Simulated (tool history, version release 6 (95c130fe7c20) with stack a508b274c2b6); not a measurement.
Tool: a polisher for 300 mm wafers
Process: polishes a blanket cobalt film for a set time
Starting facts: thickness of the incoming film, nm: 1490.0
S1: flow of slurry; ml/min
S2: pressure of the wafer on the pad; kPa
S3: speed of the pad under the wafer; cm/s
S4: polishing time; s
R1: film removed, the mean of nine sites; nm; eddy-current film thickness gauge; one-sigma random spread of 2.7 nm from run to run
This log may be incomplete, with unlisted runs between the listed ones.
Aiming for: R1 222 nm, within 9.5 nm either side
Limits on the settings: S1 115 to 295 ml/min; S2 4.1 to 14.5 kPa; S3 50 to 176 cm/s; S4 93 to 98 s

{"run": 1, "hour": 0.0, "S1": 190, "S2": 9, "S3": 112, "S4": 93, "R1": 408.15}
{"run": 2, "hour": 7.4, "S1": 190, "S2": 9, "S3": 130, "S4": 93, "R1": 444.08}
{"run": 3, "hour": 16.4, "S1": 150, "S2": 9, "S3": 130, "S4": 93, "R1": 425.95}
{"run": 4, "hour": 22.7, "S1": 150, "S2": 9, "S3": 112, "S4": 93, "R1": 377.46}
{"hour": 31.3, "done": "head pressure recalibrated"}
{"run": 5, "hour": 31.3, "S1": 145, "S2": 7.6, "S3": 110, "S4": 93, "R1": 298.24}
{"run": 6, "hour": 34.9, "S1": 140, "S2": 6.9, "S3": 110, "S4": 93, "R1": 270.37}
{"run": 7, "hour": 42.5, "S1": 135, "S2": 6.9, "S3": 110, "S4": 93, "R1": 276.97}
{"run": 8, "hour": 46.6, "S1": 135, "S2": 4.8, "S3": 108, "S4": 93, "R1": 195.94}

5 next moves are on the table. One of them brings every result within its allowed miss. Which?
{"run": "A", "hour": 50.7, "S1": 145, "S2": 4.8, "S3": 104, "S4": 98, "R1": "?"}
{"run": "B", "hour": 50.7, "S1": 115, "S2": 4.8, "S3": 132, "S4": 96, "R1": "?"}
{"run": "C", "hour": 50.7, "S1": 115, "S2": 4.8, "S3": 96, "S4": 95, "R1": "?"}
{"run": "D", "hour": 50.7, "S1": 140, "S2": 4.1, "S3": 108, "S4": 93, "R1": "?"}
{"run": "E", "hour": 50.7, "S1": 115, "S2": 6.2, "S3": 110, "S4": 95, "R1": "?"}

move=A R1=207.3
move=B R1=226.8
move=C R1=180.19
move=D R1=174.91
move=E R1=247.44
A: closer than the last run, but not yet in spec
B: each result inside its tolerance
C: further off than the last run
D: further off than the last run
E: carries the result that was furthest off beyond its target, to the other side
Go with B: it meets all targets.
